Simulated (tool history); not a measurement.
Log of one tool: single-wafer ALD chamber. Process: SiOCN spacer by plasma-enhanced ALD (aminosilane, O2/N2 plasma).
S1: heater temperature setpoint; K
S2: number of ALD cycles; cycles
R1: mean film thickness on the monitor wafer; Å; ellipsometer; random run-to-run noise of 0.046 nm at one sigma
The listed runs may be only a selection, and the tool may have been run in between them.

Run 1, hour 0: S1 678.15 K, S2 116 cycles. Result: R1 83.123 Å.
Run 2, hour 8.8: S1 678.15 K, S2 130 cycles. Result: R1 93.129 Å.
Run 3, hour 10.3: S1 678.15 K, S2 144 cycles. Result: R1 103.3 Å.
Run 4, hour 14.9: S1 686.15 K, S2 144 cycles. Result: R1 100.46 Å.
Run 5, hour 21: S1 686.15 K, S2 128 cycles. Result: R1 89.22 Å.
Run 6, hour 24.3: S1 686.15 K, S2 112 cycles. Result: R1 78.184 Å.

Predict the results of run 7:
Run 7, hour 25.2: S1 685.15 K, S2 115 cycles. Result: R1 ?.

{"run 7": {"R1": 80.646}}
